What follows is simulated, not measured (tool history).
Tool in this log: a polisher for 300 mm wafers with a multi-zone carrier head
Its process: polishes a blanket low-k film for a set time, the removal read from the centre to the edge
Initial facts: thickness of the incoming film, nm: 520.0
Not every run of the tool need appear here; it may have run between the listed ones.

run,hour,flow of slurry (ml/min),pressure of the head's centre zone,pressure of the head's middle zone,pressure of the head's edge zone,abrasive content of the slurry,polishing time (s),film removed at the wafer's centre (Å),film removed at mid-radius (Å),film removed at the wafer's edge (Å)
1,0.0,250,1.00,1.00,1.00,1.00,37,94.637,94.932,92.049
2,4.5,240,0.94,0.99,0.99,0.85,34,76.280,78.992,78.551
3,13.2,240,0.94,0.93,0.99,0.85,34,75.484,74.827,78.641
4,15.2,230,0.89,0.96,0.98,0.75,32,62.052,68.133,69.220
5,20.7,230,0.89,0.96,0.91,0.75,32,61.407,67.905,65.587
6,24.5,230,0.89,1.03,0.91,0.75,32,61.522,69.273,66.429
7,31.2,220,0.87,1.00,0.90,0.70,32,57.766,64.357,61.925
8,39.7,215,0.85,1.00,0.91,0.65,32,53.397,63.547,59.935
9,46.9,205,0.84,0.97,0.92,0.65,32,52.307,60.202,59.679

Estimate the outcome of run 10 from the log above:
10,51.4,195,0.83,0.97,0.92,0.65,32,?,?,?

film removed at the wafer's centre (Å): 50.921
film removed at mid-radius (Å): 58.883
film removed at the wafer's edge (Å): 60.337
